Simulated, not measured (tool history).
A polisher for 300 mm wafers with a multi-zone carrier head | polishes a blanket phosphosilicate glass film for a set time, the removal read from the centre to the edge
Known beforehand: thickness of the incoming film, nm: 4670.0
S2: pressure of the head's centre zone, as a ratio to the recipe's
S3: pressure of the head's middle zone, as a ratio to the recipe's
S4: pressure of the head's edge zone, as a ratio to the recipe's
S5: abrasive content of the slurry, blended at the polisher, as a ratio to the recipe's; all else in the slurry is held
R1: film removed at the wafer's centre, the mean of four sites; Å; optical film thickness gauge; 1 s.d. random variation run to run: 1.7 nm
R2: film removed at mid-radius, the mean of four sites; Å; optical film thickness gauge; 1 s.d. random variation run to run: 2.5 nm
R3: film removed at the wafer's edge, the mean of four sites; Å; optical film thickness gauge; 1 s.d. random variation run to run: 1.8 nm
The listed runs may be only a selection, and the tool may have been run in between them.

Run 1, hour 0.0: flow of slurry (ml/min) 290, S2 1.00, S3 1.00, S4 1.00, S5 1.00, polishing time (s) 36. Result: R1 2345.9 Å, R2 2351.6 Å, R3 2423.8 Å.
Run 2, hour 1.2: flow of slurry (ml/min) 290, S2 1.00, S3 1.01, S4 0.98, S5 0.90, polishing time (s) 35. Result: R1 2214.8 Å, R2 2167.6 Å, R3 2191.8 Å.
Run 3, hour 4.1: flow of slurry (ml/min) 315, S2 1.00, S3 1.01, S4 0.98, S5 0.90, polishing time (s) 35. Result: R1 2181.2 Å, R2 2242.1 Å, R3 2215.0 Å.
Run 4, hour 5.9: flow of slurry (ml/min) 310, S2 0.99, S3 1.01, S4 0.96, S5 0.85, polishing time (s) 35. Result: R1 2129.2 Å, R2 2134.5 Å, R3 2161.9 Å.
Run 5, hour 12.5: flow of slurry (ml/min) 310, S2 0.99, S3 1.03, S4 0.94, S5 0.80, polishing time (s) 34. Result: R1 1979.5 Å, R2 2012.2 Å, R3 1955.7 Å.
Run 6, hour 14.0: flow of slurry (ml/min) 305, S2 0.98, S3 1.04, S4 0.92, S5 0.80, polishing time (s) 34. Result: R1 1972.5 Å, R2 1980.6 Å, R3 1931.9 Å.

Run 7 comes next. What will it give?
Run 7, hour 15.7: flow of slurry (ml/min) 300, S2 0.97, S3 1.06, S4 0.90, S5 0.80, polishing time (s) 34. Result: R1 ?, R2 ?, R3 ?.

Run 7 came out at R1 1950.3 Å, R2 2091.8 Å, R3 1953.6 Å.
